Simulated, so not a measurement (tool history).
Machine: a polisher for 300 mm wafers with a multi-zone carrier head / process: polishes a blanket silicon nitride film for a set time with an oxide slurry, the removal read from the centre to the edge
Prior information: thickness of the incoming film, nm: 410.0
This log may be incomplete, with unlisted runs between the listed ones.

run,day,flow of slurry (ml/min),pressure of the head's centre zone,pressure of the head's middle zone,pressure of the head's edge zone,abrasive content of the slurry,polishing time (s),film removed at the wafer's centre (Å),film removed at mid-radius (Å),film removed at the wafer's edge (Å)
1,0.000,190,1.00,1.00,1.00,1.00,90,570.12,579.88,574.94
2,0.167,190,1.00,1.00,1.00,0.80,90,509.46,495.34,507.59
3,0.204,190,1.00,1.08,1.00,0.80,90,502.93,537.71,498.29
4,0.462,190,1.00,1.08,1.00,0.80,98,547.67,574.37,555.03
5,0.617,190,1.00,1.08,1.00,0.80,120,669.68,707.44,664.39
6,0.912,190,1.00,1.08,1.00,0.80,136,753.71,811.66,748.80
7,1.250,190,1.00,1.06,1.00,0.75,132,720.31,737.41,717.73
8,1.321,190,1.00,1.05,0.99,0.70,128,661.56,679.54,664.15
9,1.412,175,1.00,0.95,0.91,0.50,107,403.01,393.33,380.35
10,1.692,185,1.00,0.95,0.93,0.50,106,403.54,373.72,386.61
11,1.871,185,1.00,0.96,0.94,0.50,106,408.97,391.69,398.08
12,2.171,190,1.00,0.97,0.95,0.50,106,404.94,377.38,380.04
13,2.350,185,1.00,0.98,0.97,0.50,106,401.42,398.67,397.26
14,2.558,190,1.00,0.98,0.98,0.50,106,405.03,393.33,398.03
15,2.746,195,1.00,0.98,1.00,0.50,106,402.33,393.31,408.17
16,2.812,200,1.01,0.98,1.01,0.50,106,409.86,385.40,414.02
17,2.892,220,1.04,1.04,1.08,0.70,107,570.63,584.92,579.45

Run 18 comes next. What will it give?
18,3.008,220,1.04,1.04,1.08,0.70,107,?,?,?

Run 18 measured film removed at the wafer's centre (Å) 589.12, film removed at mid-radius (Å) 564.66, film removed at the wafer's edge (Å) 566.74.

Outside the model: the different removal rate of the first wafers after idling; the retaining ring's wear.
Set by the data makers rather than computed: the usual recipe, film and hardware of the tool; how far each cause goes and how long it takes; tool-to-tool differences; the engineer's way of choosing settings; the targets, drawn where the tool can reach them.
